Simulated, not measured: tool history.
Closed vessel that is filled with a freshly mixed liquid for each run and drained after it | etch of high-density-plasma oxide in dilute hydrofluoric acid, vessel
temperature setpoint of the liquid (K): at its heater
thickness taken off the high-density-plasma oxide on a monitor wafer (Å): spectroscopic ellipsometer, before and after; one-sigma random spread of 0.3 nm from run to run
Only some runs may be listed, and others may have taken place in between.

run,hour,temperature setpoint of the liquid (K),parts of water to one part of 49 % hydrofluoric acid (parts by volume),time in the liquid (s),thickness taken off the high-density-plasma oxide on a monitor wafer (Å)
1,0,297.15,45,115,115.57
2,4.5,299.65,45,115,127.99
3,6,299.65,45,115,129.22
4,8.5,299.65,35,115,168.73
5,10.1,300.65,30,115,209.59
6,13,297.65,30,115,182.42
7,20.1,299.15,30,115,193.82
8,29.4,300.15,30,115,202.94
9,38.5,301.15,30,115,212.9

Expected results for the next run?
10,40.4,302.15,30,115,?

thickness taken off the high-density-plasma oxide on a monitor wafer (Å): 218.05
